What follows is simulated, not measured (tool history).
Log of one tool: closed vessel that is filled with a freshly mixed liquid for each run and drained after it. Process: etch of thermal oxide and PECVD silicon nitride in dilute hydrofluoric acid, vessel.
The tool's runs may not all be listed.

run	hour	temperature setpoint of the liquid (°C)	parts of water to one part of 49 % hydrofluoric acid (parts by volume)	time in the liquid (s)	thickness taken off the thermal oxide on a monitor wafer (angstrom)	thickness taken off the PECVD silicon nitride on a monitor wafer (angstrom)
1	0	21	85	105	53.17	47.101
2	5.5	21	85	60	30.064	26.782
3	10.5	19.5	85	60	28.301	24.41
4	18.6	19	90	60	26.017	21.95
5	19.8	19	115	60	20.078	17.37
6	24.5	18.5	120	60	18.54	15.869
7	28	18	120	60	18.313	15.788
# hour 35.3: hydrofluoric acid flow meter replaced
8	35.3	17.5	125	55	16.695	13.991
9	36.7	17	130	55	15.568	13.198
10	45.1	17	130	50	14.151	11.743
11	51.1	17	120	45	13.861	11.708

Run 12 comes next. What will it give?
12	58.5	17	115	45	?	?

thickness taken off the thermal oxide on a monitor wafer (angstrom): 14.601
thickness taken off the PECVD silicon nitride on a monitor wafer (angstrom): 11.912

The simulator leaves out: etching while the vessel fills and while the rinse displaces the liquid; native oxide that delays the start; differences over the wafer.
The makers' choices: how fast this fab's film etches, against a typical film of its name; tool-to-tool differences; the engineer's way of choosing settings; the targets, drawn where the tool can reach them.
